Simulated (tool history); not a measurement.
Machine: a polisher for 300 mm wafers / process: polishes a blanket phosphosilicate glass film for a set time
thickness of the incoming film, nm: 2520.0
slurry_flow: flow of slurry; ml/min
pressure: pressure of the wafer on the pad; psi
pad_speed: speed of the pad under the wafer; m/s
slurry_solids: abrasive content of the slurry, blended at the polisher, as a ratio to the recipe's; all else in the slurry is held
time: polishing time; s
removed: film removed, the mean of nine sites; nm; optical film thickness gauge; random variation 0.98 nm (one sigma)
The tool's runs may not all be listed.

run,hour,slurry_flow,pressure,pad_speed,slurry_solids,time,removed
1,0.0,310,2.9,1.00,1.0,23,197.72
2,7.3,310,2.8,1.00,1.0,23,190.77
3,12.0,310,2.8,1.00,1.2,23,210.91
4,18.3,310,2.8,1.00,1.2,21,189.98
5,24.9,310,2.8,1.00,1.2,21,190.82
6,25.6,310,2.7,1.00,1.2,21,186.58

Run 7 is up next; what results do you expect?
7,32.3,310,2.6,1.00,1.2,21,?

removed: 179.38 nm
